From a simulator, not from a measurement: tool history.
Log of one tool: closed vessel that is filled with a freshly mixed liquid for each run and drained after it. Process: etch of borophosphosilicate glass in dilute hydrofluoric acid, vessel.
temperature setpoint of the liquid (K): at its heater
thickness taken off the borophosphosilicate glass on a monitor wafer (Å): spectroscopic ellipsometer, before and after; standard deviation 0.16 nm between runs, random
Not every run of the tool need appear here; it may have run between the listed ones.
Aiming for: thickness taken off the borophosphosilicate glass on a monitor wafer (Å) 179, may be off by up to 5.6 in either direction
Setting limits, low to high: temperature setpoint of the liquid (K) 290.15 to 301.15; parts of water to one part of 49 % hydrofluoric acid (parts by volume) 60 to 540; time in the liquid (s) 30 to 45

run,hour,temperature setpoint of the liquid (K),parts of water to one part of 49 % hydrofluoric acid (parts by volume),time in the liquid (s),thickness taken off the borophosphosilicate glass on a monitor wafer (Å)
1,0,293.15,300,45,90.796
2,4.2,290.15,300,45,82.715
3,7.4,291.65,285,45,91.904
4,10.7,291.65,365,45,67.435
5,19.7,291.65,365,45,66.111
6,26.4,291.65,270,45,99.326
7,34.9,292.65,260,45,107.26
8,36.3,293.65,250,45,115.26
9,44.6,293.65,250,45,114.17
10,49.1,294.65,240,45,127.06
11,55.3,295.65,235,45,133.21
12,62.5,296.15,230,45,140.89
13,66.8,296.65,230,45,145.6
14,71.9,297.15,230,45,143.83
15,76.7,297.65,225,45,154.54
16,79.8,298.15,225,45,157.22

4 next moves are on the table. One of them brings every result within its allowed miss. Which?
A,82.9,299.15,195,45,?
B,82.9,300.15,205,45,?
C,82.9,297.65,190,45,?
D,82.9,297.65,200,45,?

move,thickness taken off the borophosphosilicate glass on a monitor wafer (Å)
A,192.57
B,187.73
C,188.11
D,176.76
A: pushes the last run's worst result past its target
B: pushes the last run's worst result past its target
C: pushes the last run's worst result past its target
D: in spec on every target
Move D is the one to make.

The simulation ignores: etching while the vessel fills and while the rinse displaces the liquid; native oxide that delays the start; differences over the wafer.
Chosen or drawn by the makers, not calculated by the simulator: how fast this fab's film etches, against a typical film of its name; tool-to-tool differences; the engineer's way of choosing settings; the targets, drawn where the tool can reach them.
